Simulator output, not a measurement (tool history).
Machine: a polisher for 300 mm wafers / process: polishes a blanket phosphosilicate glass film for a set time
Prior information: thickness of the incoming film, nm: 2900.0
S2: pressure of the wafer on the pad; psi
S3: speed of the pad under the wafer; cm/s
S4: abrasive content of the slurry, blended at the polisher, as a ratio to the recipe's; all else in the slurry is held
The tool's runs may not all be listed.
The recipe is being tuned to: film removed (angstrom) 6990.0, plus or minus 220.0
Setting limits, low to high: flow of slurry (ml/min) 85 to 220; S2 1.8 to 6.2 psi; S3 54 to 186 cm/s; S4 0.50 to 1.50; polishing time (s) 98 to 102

{"run": 1, "hour": 0.0, "flow of slurry (ml/min)": 140, "S2": 4.0, "S3": 118, "S4": 1.0, "polishing time (s)": 98, "film removed (angstrom)": 10308.0}
{"run": 2, "hour": 6.6, "flow of slurry (ml/min)": 135, "S2": 3.6, "S3": 118, "S4": 1.0, "polishing time (s)": 98, "film removed (angstrom)": 9364.7}
{"run": 3, "hour": 12.6, "flow of slurry (ml/min)": 115, "S2": 3.6, "S3": 118, "S4": 1.0, "polishing time (s)": 98, "film removed (angstrom)": 8908.7}
{"run": 4, "hour": 16.7, "flow of slurry (ml/min)": 115, "S2": 4.6, "S3": 118, "S4": 1.0, "polishing time (s)": 98, "film removed (angstrom)": 11231.0}
{"run": 5, "hour": 19.3, "flow of slurry (ml/min)": 110, "S2": 4.1, "S3": 118, "S4": 1.0, "polishing time (s)": 98, "film removed (angstrom)": 10055.0}
{"run": 6, "hour": 23.4, "flow of slurry (ml/min)": 110, "S2": 4.1, "S3": 106, "S4": 1.0, "polishing time (s)": 98, "film removed (angstrom)": 9139.0}
{"run": 7, "hour": 30.5, "flow of slurry (ml/min)": 105, "S2": 3.8, "S3": 106, "S4": 1.0, "polishing time (s)": 98, "film removed (angstrom)": 8373.3}
{"run": 8, "hour": 31.4, "flow of slurry (ml/min)": 100, "S2": 3.6, "S3": 106, "S4": 1.0, "polishing time (s)": 98, "film removed (angstrom)": 7827.6}
{"run": 9, "hour": 36.2, "flow of slurry (ml/min)": 95, "S2": 3.5, "S3": 106, "S4": 1.0, "polishing time (s)": 98, "film removed (angstrom)": 7684.0}
{"run": 10, "hour": 40.9, "flow of slurry (ml/min)": 95, "S2": 3.4, "S3": 106, "S4": 1.0, "polishing time (s)": 98, "film removed (angstrom)": 7336.7}

Which one of the following 4 next-run settings gets every result inside its allowed miss? There is exactly one.
{"run": "A", "hour": 45.6, "flow of slurry (ml/min)": 150, "S2": 4.0, "S3": 66, "S4": 1.15, "polishing time (s)": 101, "film removed (angstrom)": "?"}
{"run": "B", "hour": 45.6, "flow of slurry (ml/min)": 90, "S2": 3.2, "S3": 100, "S4": 0.9, "polishing time (s)": 98, "film removed (angstrom)": "?"}
{"run": "C", "hour": 45.6, "flow of slurry (ml/min)": 105, "S2": 3.6, "S3": 98, "S4": 0.65, "polishing time (s)": 98, "film removed (angstrom)": "?"}
{"run": "D", "hour": 45.6, "flow of slurry (ml/min)": 100, "S2": 3.2, "S3": 100, "S4": 0.9, "polishing time (s)": 98, "film removed (angstrom)": "?"}

move=A film_removed_(angstrom)=7054.0
move=B film_removed_(angstrom)=6351.0
move=C film_removed_(angstrom)=6522.2
move=D film_removed_(angstrom)=6524.6
A: meets every target
B: carries the result that was furthest off beyond its target, to the other side
C: carries the result that was furthest off beyond its target, to the other side
D: carries the result that was furthest off beyond its target, to the other side
Move A is the one to make.

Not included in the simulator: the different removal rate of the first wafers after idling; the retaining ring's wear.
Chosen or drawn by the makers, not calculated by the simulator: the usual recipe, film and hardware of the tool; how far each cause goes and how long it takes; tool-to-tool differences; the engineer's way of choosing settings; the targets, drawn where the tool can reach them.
